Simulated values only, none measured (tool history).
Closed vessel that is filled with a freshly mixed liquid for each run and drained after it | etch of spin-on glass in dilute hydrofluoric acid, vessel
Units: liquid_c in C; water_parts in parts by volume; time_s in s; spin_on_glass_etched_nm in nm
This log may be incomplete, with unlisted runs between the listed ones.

| run | hour | liquid_c | water_parts | time_s | spin_on_glass_etched_nm |
|---|---|---|---|---|---|
| 1 | 0.0 | 24.0 | 255 | 95 | 11.0290 |
| 2 | 7.4 | 22.5 | 260 | 95 | 10.2850 |
| 3 | 13.8 | 22.5 | 335 | 95 | 7.4109 |
| 4 | 16.1 | 23.5 | 335 | 95 | 7.6022 |
| 5 | 24.6 | 23.5 | 275 | 95 | 9.8747 |
| 6 | 26.6 | 25.0 | 275 | 95 | 10.5160 |
| 7 | 35.6 | 23.5 | 275 | 95 | 9.8779 |
| 8 | 38.8 | 22.5 | 275 | 95 | 9.4000 |
| 9 | 42.7 | 22.0 | 275 | 95 | 9.3109 |

Forecast run 10:
| 10 | 49.3 | 21.5 | 275 | 95 | ? |

{"run 10": {"spin_on_glass_etched_nm": 9.086}}
